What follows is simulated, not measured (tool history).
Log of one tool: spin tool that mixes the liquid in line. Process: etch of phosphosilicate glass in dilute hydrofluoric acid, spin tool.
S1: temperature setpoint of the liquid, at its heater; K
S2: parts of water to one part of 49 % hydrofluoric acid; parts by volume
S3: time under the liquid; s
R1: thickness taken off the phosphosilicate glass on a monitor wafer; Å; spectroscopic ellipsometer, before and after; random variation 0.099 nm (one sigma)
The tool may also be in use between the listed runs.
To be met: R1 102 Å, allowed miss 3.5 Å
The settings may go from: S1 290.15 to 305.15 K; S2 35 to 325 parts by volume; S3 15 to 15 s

run	hour	S1	S2	S3	R1
1	0	297.15	180	15	135.56
2	6.2	295.15	185	15	121.45
3	9	295.15	185	15	122.04
4	11.7	295.15	185	15	122.27
5	18.7	295.15	140	15	171
6	25.1	292.15	140	15	151.98
7	28.2	291.65	155	15	130.7
8	37.1	291.15	165	15	121.15
9	40.4	290.65	170	15	113.98
10	46.9	290.65	175	15	109.3

Which of these 4 next moves meets every target?
A	53.4	291.15	205	15	?
B	53.4	290.15	195	15	?
C	53.4	290.15	185	15	?
D	53.4	290.15	175	15	?

move	R1
A	92.384
B	94.213
C	100.23
D	106.95
A: takes the result that was furthest off past its target
B: takes the result that was furthest off past its target
C: meets every target
D: nearer than the last run, and not there yet
Move C is the one to make.
